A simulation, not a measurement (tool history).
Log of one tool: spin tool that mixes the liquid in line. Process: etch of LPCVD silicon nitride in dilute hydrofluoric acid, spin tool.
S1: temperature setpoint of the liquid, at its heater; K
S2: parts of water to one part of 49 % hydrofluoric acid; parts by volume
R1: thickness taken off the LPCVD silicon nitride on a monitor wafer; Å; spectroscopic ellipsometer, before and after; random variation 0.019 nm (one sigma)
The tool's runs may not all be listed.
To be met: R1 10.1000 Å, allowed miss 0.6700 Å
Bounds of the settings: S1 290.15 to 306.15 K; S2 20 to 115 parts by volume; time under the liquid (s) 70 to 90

Run 1, hour 0.0: S1 298.15 K, S2 65 parts by volume, time under the liquid (s) 90. Result: R1 7.3464 Å.
Run 2, hour 7.4: S1 298.15 K, S2 65 parts by volume, time under the liquid (s) 70. Result: R1 5.4627 Å.
Run 3, hour 9.1: S1 298.15 K, S2 75 parts by volume, time under the liquid (s) 70. Result: R1 4.7214 Å.
Run 4, hour 15.3: S1 298.15 K, S2 75 parts by volume, time under the liquid (s) 70. Result: R1 4.7266 Å.
Run 5, hour 17.9: S1 294.65 K, S2 75 parts by volume, time under the liquid (s) 70. Result: R1 3.7986 Å.
Run 6, hour 25.3: S1 294.65 K, S2 60 parts by volume, time under the liquid (s) 70. Result: R1 4.5346 Å.
Run 7, hour 32.0: S1 297.15 K, S2 60 parts by volume, time under the liquid (s) 70. Result: R1 5.5895 Å.
Run 8, hour 38.1: S1 299.15 K, S2 60 parts by volume, time under the liquid (s) 70. Result: R1 6.3714 Å.
Run 9, hour 43.9: S1 300.65 K, S2 60 parts by volume, time under the liquid (s) 70. Result: R1 6.9446 Å.
Run 10, hour 47.5: S1 302.15 K, S2 60 parts by volume, time under the liquid (s) 70. Result: R1 7.6997 Å.
Run 11, hour 53.0: S1 303.15 K, S2 60 parts by volume, time under the liquid (s) 70. Result: R1 8.1906 Å.
Run 12, hour 54.5: S1 303.65 K, S2 60 parts by volume, time under the liquid (s) 70. Result: R1 8.2418 Å.
Run 13, hour 62.7: S1 304.15 K, S2 60 parts by volume, time under the liquid (s) 70. Result: R1 9.0429 Å.
Run 14, hour 63.5: S1 304.65 K, S2 60 parts by volume, time under the liquid (s) 70. Result: R1 9.1904 Å.
Run 15, hour 70.9: S1 305.15 K, S2 60 parts by volume, time under the liquid (s) 70. Result: R1 9.2178 Å.

5 next moves are on the table. One of them brings every result within its allowed miss. Which?
Run A, hour 78.3: S1 301.65 K, S2 50 parts by volume, time under the liquid (s) 90. Result: R1 ?.
Run B, hour 78.3: S1 305.65 K, S2 60 parts by volume, time under the liquid (s) 85. Result: R1 ?.
Run C, hour 78.3: S1 306.15 K, S2 60 parts by volume, time under the liquid (s) 85. Result: R1 ?.
Run D, hour 78.3: S1 305.15 K, S2 55 parts by volume, time under the liquid (s) 70. Result: R1 ?.
Run E, hour 78.3: S1 306.15 K, S2 60 parts by volume, time under the liquid (s) 80. Result: R1 ?.

move       R1
   A  11.5590
   B  11.7710
   C  12.1460
   D  10.2440
   E  11.4320
A: takes the result that was furthest off past its target
B: takes the result that was furthest off past its target
C: takes the result that was furthest off past its target
D: meets every target
E: takes the result that was furthest off past its target
Move D is the one to make.
